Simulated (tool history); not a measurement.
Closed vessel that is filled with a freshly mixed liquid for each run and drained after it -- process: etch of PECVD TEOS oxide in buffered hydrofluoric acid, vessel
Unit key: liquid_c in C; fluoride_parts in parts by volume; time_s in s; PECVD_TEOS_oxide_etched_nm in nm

Run 1, day 0.000: liquid_c 20.0 C, fluoride_parts 21.0 parts by volume, time_s 90 s. Result: PECVD_TEOS_oxide_etched_nm 113.17 nm.
Run 2, day 0.179: liquid_c 20.0 C, fluoride_parts 21.0 parts by volume, time_s 95 s. Result: PECVD_TEOS_oxide_etched_nm 120.51 nm.
Run 3, day 0.546: liquid_c 22.0 C, fluoride_parts 21.0 parts by volume, time_s 95 s. Result: PECVD_TEOS_oxide_etched_nm 132.09 nm.
Run 4, day 0.883: liquid_c 24.0 C, fluoride_parts 20.5 parts by volume, time_s 95 s. Result: PECVD_TEOS_oxide_etched_nm 151.00 nm.
Run 5, day 1.146: liquid_c 24.0 C, fluoride_parts 15.5 parts by volume, time_s 95 s. Result: PECVD_TEOS_oxide_etched_nm 197.30 nm.
Run 6, day 1.446: liquid_c 25.5 C, fluoride_parts 15.5 parts by volume, time_s 95 s. Result: PECVD_TEOS_oxide_etched_nm 215.13 nm.

Run 7, settings as shown, results not yet in. Your forecast:
Run 7, day 1.708: liquid_c 24.5 C, fluoride_parts 15.5 parts by volume, time_s 95 s. Result: PECVD_TEOS_oxide_etched_nm ?.

{"run 7": {"PECVD_TEOS_oxide_etched_nm": 204.4}}

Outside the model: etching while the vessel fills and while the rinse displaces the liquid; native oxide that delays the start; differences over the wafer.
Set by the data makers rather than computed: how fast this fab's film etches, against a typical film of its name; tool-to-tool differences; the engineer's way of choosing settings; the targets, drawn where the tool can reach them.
